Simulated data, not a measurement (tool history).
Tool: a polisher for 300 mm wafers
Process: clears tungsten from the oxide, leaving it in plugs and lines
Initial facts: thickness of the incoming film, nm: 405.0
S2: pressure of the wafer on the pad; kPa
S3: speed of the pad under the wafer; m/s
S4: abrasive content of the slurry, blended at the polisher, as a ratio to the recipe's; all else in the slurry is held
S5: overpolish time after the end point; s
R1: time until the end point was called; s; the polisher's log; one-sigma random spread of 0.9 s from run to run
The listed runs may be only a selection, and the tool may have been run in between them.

{"run": 1, "hour": 0.0, "flow of slurry (ml/min)": 175, "S2": 20.7, "S3": 0.96, "S4": 1.0, "S5": 5, "R1": 109.45}
{"run": 2, "hour": 8.1, "flow of slurry (ml/min)": 215, "S2": 20.7, "S3": 0.96, "S4": 1.0, "S5": 5, "R1": 107.68}
{"run": 3, "hour": 12.9, "flow of slurry (ml/min)": 215, "S2": 24.8, "S3": 0.96, "S4": 1.0, "S5": 5, "R1": 89.248}
{"run": 4, "hour": 16.7, "flow of slurry (ml/min)": 215, "S2": 24.8, "S3": 0.82, "S4": 1.0, "S5": 5, "R1": 103.25}
{"run": 5, "hour": 22.9, "flow of slurry (ml/min)": 215, "S2": 24.8, "S3": 0.94, "S4": 1.0, "S5": 5, "R1": 90.451}
{"run": 6, "hour": 25.8, "flow of slurry (ml/min)": 215, "S2": 28.3, "S3": 0.94, "S4": 1.0, "S5": 5, "R1": 79.376}
{"run": 7, "hour": 31.2, "flow of slurry (ml/min)": 215, "S2": 29.0, "S3": 0.98, "S4": 1.0, "S5": 5, "R1": 74.904}
{"run": 8, "hour": 33.4, "flow of slurry (ml/min)": 215, "S2": 29.6, "S3": 1.0, "S4": 1.0, "S5": 5, "R1": 74.548}
{"run": 9, "hour": 41.3, "flow of slurry (ml/min)": 215, "S2": 30.3, "S3": 1.04, "S4": 1.0, "S5": 5, "R1": 68.016}
{"run": 10, "hour": 48.6, "flow of slurry (ml/min)": 215, "S2": 31.0, "S3": 1.06, "S4": 1.0, "S5": 5, "R1": 65.527}

Expected results for the next run?
{"run": 11, "hour": 55.4, "flow of slurry (ml/min)": 215, "S2": 31.0, "S3": 1.08, "S4": 1.0, "S5": 5, "R1": "?"}

Logged for run 11: R1 65.400 s.
